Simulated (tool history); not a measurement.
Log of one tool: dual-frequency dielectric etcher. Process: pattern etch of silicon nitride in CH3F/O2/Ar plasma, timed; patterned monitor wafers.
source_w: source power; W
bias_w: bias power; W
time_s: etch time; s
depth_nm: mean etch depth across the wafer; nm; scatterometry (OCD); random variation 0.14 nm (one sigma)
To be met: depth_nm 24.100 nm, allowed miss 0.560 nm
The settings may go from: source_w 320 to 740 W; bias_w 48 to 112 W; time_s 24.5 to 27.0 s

| run | hour | source_w | bias_w | time_s | depth_nm |
|---|---|---|---|---|---|
| 1 | 0.0 | 530 | 80 | 27.0 | 21.814 |
| 2 | 2.4 | 530 | 72 | 27.0 | 20.931 |
| 3 | 4.2 | 530 | 83 | 27.0 | 21.893 |
| 4 | 11.1 | 530 | 69 | 27.0 | 20.812 |
| 5 | 16.0 | 530 | 76 | 27.0 | 21.597 |
| 6 | 23.5 | 530 | 76 | 24.5 | 19.314 |
| 7 | 25.7 | 580 | 82 | 24.5 | 20.614 |
| 8 | 29.4 | 600 | 88 | 25.0 | 21.977 |
| 9 | 32.1 | 630 | 90 | 25.0 | 22.693 |
| 10 | 40.7 | 650 | 91 | 25.0 | 22.867 |
| 11 | 48.8 | 670 | 92 | 25.0 | 23.235 |

5 next moves are on the table. One of them brings every result within its allowed miss. Which?
| A | 56.9 | 600 | 87 | 25.5 | ? |
| B | 56.9 | 660 | 67 | 25.5 | ? |
| C | 56.9 | 670 | 89 | 24.5 | ? |
| D | 56.9 | 660 | 95 | 25.5 | ? |
| E | 56.9 | 560 | 93 | 26.5 | ? |

| move | depth_nm |
|---|---|
| A | 22.644 |
| B | 22.089 |
| C | 23.081 |
| D | 24.306 |
| E | 23.200 |
A: further off than the last run
B: further off than the last run
C: further off than the last run
D: meets every target
E: as far off as the last run
Answer: D
